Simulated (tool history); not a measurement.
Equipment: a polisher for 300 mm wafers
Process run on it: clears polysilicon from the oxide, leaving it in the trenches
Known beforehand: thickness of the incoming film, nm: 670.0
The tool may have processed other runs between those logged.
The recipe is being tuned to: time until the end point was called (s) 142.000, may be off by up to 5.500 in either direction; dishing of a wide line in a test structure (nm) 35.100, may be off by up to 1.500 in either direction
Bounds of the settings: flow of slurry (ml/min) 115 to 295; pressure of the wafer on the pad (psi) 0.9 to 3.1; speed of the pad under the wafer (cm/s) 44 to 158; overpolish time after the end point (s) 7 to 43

run,hour,flow of slurry (ml/min),pressure of the wafer on the pad (psi),speed of the pad under the wafer (cm/s),overpolish time after the end point (s),time until the end point was called (s),dishing of a wide line in a test structure (nm)
1,0.0,190,2.0,100,22,79.613,36.370
2,5.8,190,1.7,100,21,87.618,36.695
3,14.4,190,1.4,100,21,100.310,36.200
4,15.8,190,1.8,100,21,83.714,36.356
5,17.5,190,1.8,100,26,85.757,37.370
6,19.4,190,1.8,100,22,85.476,36.359
7,20.4,190,1.6,96,20,97.112,36.191
8,21.8,190,1.4,94,18,107.310,34.861

Which single option among these 5 for the next run brings every result within its allowed miss of target? Just one does.
A,23.2,205,1.4,70,24,?,?
B,23.2,160,1.5,84,22,?,?
C,23.2,215,2.0,94,16,?,?
D,23.2,180,1.0,80,25,?,?
E,23.2,140,1.0,80,28,?,?

move,time until the end point was called (s),dishing of a wide line in a test structure (nm)
A,143.330,34.583
B,118.180,35.106
C,84.189,35.195
D,156.600,34.308
E,161.250,34.776
A: meets every target
B: nearer the targets than the last run, but a result is still out of spec
C: the biggest miss grows against the last run
D: the result that was furthest off in the last run now lies on the other side of its target
E: the result that was furthest off in the last run now lies on the other side of its target
Answer: A
